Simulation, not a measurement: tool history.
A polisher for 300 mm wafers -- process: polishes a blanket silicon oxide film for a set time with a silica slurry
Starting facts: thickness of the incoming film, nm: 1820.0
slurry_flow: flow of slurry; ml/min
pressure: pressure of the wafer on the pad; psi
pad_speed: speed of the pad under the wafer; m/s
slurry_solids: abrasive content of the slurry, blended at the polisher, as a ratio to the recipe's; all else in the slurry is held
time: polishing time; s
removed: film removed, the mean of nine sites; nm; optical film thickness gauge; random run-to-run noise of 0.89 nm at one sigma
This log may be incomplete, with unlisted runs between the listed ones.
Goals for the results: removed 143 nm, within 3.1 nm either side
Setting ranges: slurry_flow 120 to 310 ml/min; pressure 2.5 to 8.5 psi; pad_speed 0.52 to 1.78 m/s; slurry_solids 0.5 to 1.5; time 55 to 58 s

run    day  slurry_flow  pressure  pad_speed  slurry_solids  time  removed
  1      0          200       5.5       1.14              1    55   205.03
  2  0.317          200       5.5        0.9              1    55   168.89
  3  0.488          195       5.3        0.9              1    55   162.61
  4  0.562          190       5.2        0.9              1    55    159.5
  5  0.938          185       5.1        0.9              1    55   155.21
  6  1.221          170       5.1        0.9              1    55    154.3
  7  1.296          165         5        0.9              1    55   149.77
  8  1.654          160         5        0.9              1    55   150.33
  9  1.688          155         5        0.9              1    55   150.42
     1.888  -- slurry blender recalibrated
 10  1.888          150       4.9        0.9              1    55    168.7

Which single option among these 4 for the next run brings every result within its allowed miss of target? Just one does.
  A  2.088          120         5       1.04           1.05    58        ?
  B  2.088          150         5       0.86           0.95    55        ?
  C  2.088          175       6.4       0.64            1.4    55        ?
  D  2.088          175       4.8       0.74              1    55        ?

move  removed
   A   200.91
   B   159.52
   C   198.29
   D   142.89
A: misses by more than the last run did
B: nearer than the last run, and not there yet
C: misses by more than the last run did
D: each result inside its tolerance
D meets every target.

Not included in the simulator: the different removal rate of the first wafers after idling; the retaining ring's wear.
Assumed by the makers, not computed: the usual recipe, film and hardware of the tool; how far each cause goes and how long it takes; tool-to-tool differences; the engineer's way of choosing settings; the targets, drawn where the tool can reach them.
